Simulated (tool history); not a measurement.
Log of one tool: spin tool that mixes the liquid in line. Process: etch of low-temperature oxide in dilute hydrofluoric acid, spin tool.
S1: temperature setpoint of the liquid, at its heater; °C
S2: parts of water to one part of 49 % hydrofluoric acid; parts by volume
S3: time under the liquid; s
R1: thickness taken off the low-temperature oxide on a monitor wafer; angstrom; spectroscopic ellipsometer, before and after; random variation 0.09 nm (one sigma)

| run | hour | S1 | S2 | S3 | R1 |
|---|---|---|---|---|---|
| 1 | 0.0 | 24.0 | 195 | 320 | 270.61 |
| 2 | 7.3 | 24.0 | 265 | 320 | 183.99 |
| 3 | 9.0 | 23.0 | 270 | 320 | 176.62 |
| 4 | 13.1 | 23.0 | 310 | 320 | 145.99 |
| 5 | 14.4 | 23.0 | 310 | 340 | 156.16 |
| 6 | 17.9 | 24.5 | 310 | 340 | 165.63 |
| 7 | 26.8 | 23.0 | 310 | 340 | 156.43 |
| 8 | 29.8 | 22.0 | 310 | 340 | 150.04 |
| 9 | 31.2 | 21.5 | 310 | 340 | 148.77 |

Run 10 comes next. What will it give?
| 10 | 35.3 | 20.5 | 310 | 340 | ? |

Run 10 gave R1 141.03 angstrom.
